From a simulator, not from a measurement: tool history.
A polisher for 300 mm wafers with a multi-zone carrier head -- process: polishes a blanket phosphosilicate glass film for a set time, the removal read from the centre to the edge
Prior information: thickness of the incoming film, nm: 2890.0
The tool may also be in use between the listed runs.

| run | hour | flow of slurry (ml/min) | pressure of the head's centre zone | pressure of the head's middle zone | pressure of the head's edge zone | abrasive content of the slurry | polishing time (s) | film removed at the wafer's centre (angstrom) | film removed at mid-radius (angstrom) | film removed at the wafer's edge (angstrom) |
|---|---|---|---|---|---|---|---|---|---|---|
| 1 | 0 | 305 | 1 | 1 | 1 | 1 | 74 | 4669.4 | 4733.6 | 4814.2 |
| 2 | 8.4 | 305 | 1 | 1.01 | 1.02 | 1.05 | 74 | 4805.3 | 4831.4 | 4930.1 |
| 3 | 13 | 305 | 1.05 | 1.01 | 1.02 | 1.05 | 74 | 4960.1 | 4803.8 | 4995 |
| 4 | 19.4 | 305 | 1.04 | 1.02 | 1.04 | 1.1 | 74 | 5021.1 | 4933.7 | 5075.5 |
| 5 | 27 | 305 | 1.03 | 1.03 | 1.05 | 1.15 | 75 | 5100.7 | 5139.9 | 5243.7 |
| 6 | 35.6 | 305 | 1.02 | 1.04 | 1.06 | 1.2 | 76 | 5274.1 | 5272.2 | 5410.8 |
| 7 | 44.1 | 305 | 1.01 | 1.05 | 1.07 | 1.25 | 77 | 5387.5 | 5547.6 | 5654.2 |
| 8 | 50 | 310 | 1 | 1.06 | 1.08 | 1.3 | 77 | 5373.5 | 5634 | 5809.2 |
| 9 | 51.7 | 315 | 1 | 1.07 | 1.09 | 1.3 | 77 | 5417.7 | 5731.5 | 5758.1 |
| 10 | 54.9 | 315 | 0.99 | 1.08 | 1.1 | 1.3 | 77 | 5354.3 | 5757.1 | 5796.8 |
| 11 | 61.5 | 315 | 0.99 | 1.09 | 1.11 | 1.3 | 77 | 5243.5 | 5778.9 | 5837.7 |
| 12 | 62.6 | 315 | 0.99 | 1.1 | 1.12 | 1.3 | 77 | 5489.5 | 5851.4 | 5834.8 |
| 13 | 66.9 | 315 | 0.98 | 1.1 | 1.13 | 1.3 | 77 | 5309.1 | 5820.5 | 5810.6 |
| 14 | 70.6 | 325 | 0.97 | 1.12 | 1.15 | 1.4 | 78 | 5555.5 | 6093.1 | 6192.4 |

Run 15 comes next. What will it give?
| 15 | 75.3 | 325 | 0.97 | 1.13 | 1.15 | 1.4 | 78 | ? | ? | ? |

Logged for run 15: film removed at the wafer's centre (angstrom) 5395.3, film removed at mid-radius (angstrom) 6356.8, film removed at the wafer's edge (angstrom) 6122.
